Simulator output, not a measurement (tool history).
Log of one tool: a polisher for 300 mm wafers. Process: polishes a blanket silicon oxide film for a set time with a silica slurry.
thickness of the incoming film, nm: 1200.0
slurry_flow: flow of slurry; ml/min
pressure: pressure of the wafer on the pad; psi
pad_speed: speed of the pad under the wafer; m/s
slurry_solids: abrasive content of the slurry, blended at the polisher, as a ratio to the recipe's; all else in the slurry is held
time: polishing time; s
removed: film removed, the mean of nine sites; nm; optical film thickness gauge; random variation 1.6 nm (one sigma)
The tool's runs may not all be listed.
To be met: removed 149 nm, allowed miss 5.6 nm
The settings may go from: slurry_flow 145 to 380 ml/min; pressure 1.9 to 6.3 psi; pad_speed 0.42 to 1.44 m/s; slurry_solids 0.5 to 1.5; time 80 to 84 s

Run 1, day 0: slurry_flow 245 ml/min, pressure 4.1 psi, pad_speed 0.92 m/s, slurry_solids 1, time 80 s. Result: removed 180.66 nm.
Run 2, day 0.142: slurry_flow 245 ml/min, pressure 3.9 psi, pad_speed 0.92 m/s, slurry_solids 1, time 80 s. Result: removed 174.35 nm.
Run 3, day 0.2: slurry_flow 280 ml/min, pressure 3.9 psi, pad_speed 0.92 m/s, slurry_solids 1, time 80 s. Result: removed 177.47 nm.
Run 4, day 0.533: slurry_flow 280 ml/min, pressure 3.9 psi, pad_speed 0.92 m/s, slurry_solids 1, time 84 s. Result: removed 184.5 nm.
Run 5, day 0.742: slurry_flow 280 ml/min, pressure 3.9 psi, pad_speed 0.92 m/s, slurry_solids 1, time 84 s. Result: removed 184.26 nm.
Run 6, day 0.925: slurry_flow 280 ml/min, pressure 3.6 psi, pad_speed 0.92 m/s, slurry_solids 1, time 84 s. Result: removed 171.84 nm.
Run 7, day 1.246: slurry_flow 280 ml/min, pressure 3.4 psi, pad_speed 0.92 m/s, slurry_solids 1, time 84 s. Result: removed 161.66 nm.
Run 8, day 1.442: slurry_flow 280 ml/min, pressure 3.3 psi, pad_speed 0.92 m/s, slurry_solids 1, time 84 s. Result: removed 162.64 nm.
Run 9, day 1.783: slurry_flow 280 ml/min, pressure 3.2 psi, pad_speed 0.92 m/s, slurry_solids 1, time 84 s. Result: removed 158.28 nm.

Which of these 5 next moves meets every target?
Run A, day 2.125: slurry_flow 290 ml/min, pressure 3.4 psi, pad_speed 0.84 m/s, slurry_solids 1, time 81 s. Result: removed ?.
Run B, day 2.125: slurry_flow 275 ml/min, pressure 3.6 psi, pad_speed 1.02 m/s, slurry_solids 0.85, time 84 s. Result: removed ?.
Run C, day 2.125: slurry_flow 340 ml/min, pressure 3.4 psi, pad_speed 0.84 m/s, slurry_solids 1.1, time 84 s. Result: removed ?.
Run D, day 2.125: slurry_flow 260 ml/min, pressure 2.5 psi, pad_speed 1.22 m/s, slurry_solids 1.25, time 80 s. Result: removed ?.
Run E, day 2.125: slurry_flow 255 ml/min, pressure 2.7 psi, pad_speed 1.1 m/s, slurry_solids 0.8, time 83 s. Result: removed ?.

move  removed
   A   148.91
   B   169.74
   C   162.96
   D    162.1
   E   136.97
A: meets every target
B: further off than the last run
C: further off than the last run
D: further off than the last run
E: takes the result that was furthest off past its target
The right move is A.
